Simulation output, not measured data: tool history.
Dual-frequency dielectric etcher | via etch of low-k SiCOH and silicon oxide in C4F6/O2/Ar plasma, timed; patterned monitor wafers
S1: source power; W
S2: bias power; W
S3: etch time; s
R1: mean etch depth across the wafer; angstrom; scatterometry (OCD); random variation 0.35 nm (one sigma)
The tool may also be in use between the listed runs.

{"run": 1, "hour": 0.0, "S1": 410, "S2": 252, "S3": 57.5, "R1": 1722.4}
{"run": 2, "hour": 5.4, "S1": 460, "S2": 252, "S3": 57.5, "R1": 1793.2}
{"run": 3, "hour": 10.7, "S1": 420, "S2": 245, "S3": 57.5, "R1": 1717.6}
{"run": 4, "hour": 11.6, "S1": 390, "S2": 240, "S3": 57.5, "R1": 1653.9}
{"run": 5, "hour": 12.5, "S1": 370, "S2": 238, "S3": 57.5, "R1": 1617.7}
{"run": 6, "hour": 21.3, "S1": 370, "S2": 238, "S3": 57.5, "R1": 1621.2}
{"run": 7, "hour": 27.0, "S1": 370, "S2": 238, "S3": 57.5, "R1": 1619.1}

Run 8 comes next. What will it give?
{"run": 8, "hour": 29.2, "S1": 350, "S2": 237, "S3": 57.5, "R1": "?"}

Run 8 gave R1 1587.1 angstrom.
